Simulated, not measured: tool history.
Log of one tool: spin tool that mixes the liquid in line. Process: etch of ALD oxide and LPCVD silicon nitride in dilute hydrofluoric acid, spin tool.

run,day,temperature setpoint of the liquid (C),parts of water to one part of 49 % hydrofluoric acid (parts by volume),time under the liquid (s),thickness taken off the ALD oxide on a monitor wafer (nm),thickness taken off the LPCVD silicon nitride on a monitor wafer (nm)
1,0.000,25.0,235,105,7.9317,0.203220
2,0.021,25.0,195,105,9.8993,0.216980
3,0.150,27.0,195,105,10.7670,0.224840
4,0.346,24.5,250,105,7.2827,0.175170
5,0.496,22.5,290,105,5.5342,0.162510
6,0.608,22.5,290,145,7.6025,0.215410
7,0.954,21.0,330,140,5.9743,0.162610
8,1.279,20.0,360,135,5.0036,0.101570
9,1.379,20.0,360,135,4.9040,0.134600
10,1.454,19.0,380,130,4.2932,0.092633
11,1.671,19.5,395,120,3.7818,0.086294

Run 12 comes next. What will it give?
12,2.012,19.0,405,115,?,?

thickness taken off the ALD oxide on a monitor wafer (nm): 3.4577
thickness taken off the LPCVD silicon nitride on a monitor wafer (nm): 0.093613
